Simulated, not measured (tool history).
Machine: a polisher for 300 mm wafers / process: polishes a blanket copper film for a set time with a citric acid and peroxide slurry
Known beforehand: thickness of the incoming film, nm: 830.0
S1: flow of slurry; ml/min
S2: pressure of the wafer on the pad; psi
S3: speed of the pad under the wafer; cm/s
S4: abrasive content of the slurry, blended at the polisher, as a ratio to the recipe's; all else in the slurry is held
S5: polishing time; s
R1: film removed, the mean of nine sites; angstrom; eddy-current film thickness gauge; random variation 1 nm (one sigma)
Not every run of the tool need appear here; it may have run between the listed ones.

| run | day | S1 | S2 | S3 | S4 | S5 | R1 |
|---|---|---|---|---|---|---|---|
| 1 | 0 | 265 | 3.1 | 82 | 1 | 44 | 877.61 |
| 2 | 0.104 | 265 | 3.6 | 82 | 1 | 44 | 1026.1 |
| 3 | 0.312 | 265 | 3.3 | 82 | 1 | 44 | 932.78 |
| 4 | 0.621 | 265 | 3.1 | 82 | 1 | 44 | 900.75 |
| 5 | 0.704 | 265 | 2.9 | 82 | 1 | 44 | 846.43 |
| 6 | 0.925 | 265 | 2.8 | 82 | 1 | 44 | 819.44 |
| 7 | 1.158 | 265 | 2.7 | 82 | 1 | 44 | 798.48 |
| 8 | 1.429 | 265 | 2.6 | 82 | 1 | 44 | 735.9 |

Forecast run 9:
| 9 | 1.488 | 265 | 2.5 | 82 | 1 | 44 | ? |

Run 9 yielded R1 744.11 angstrom.
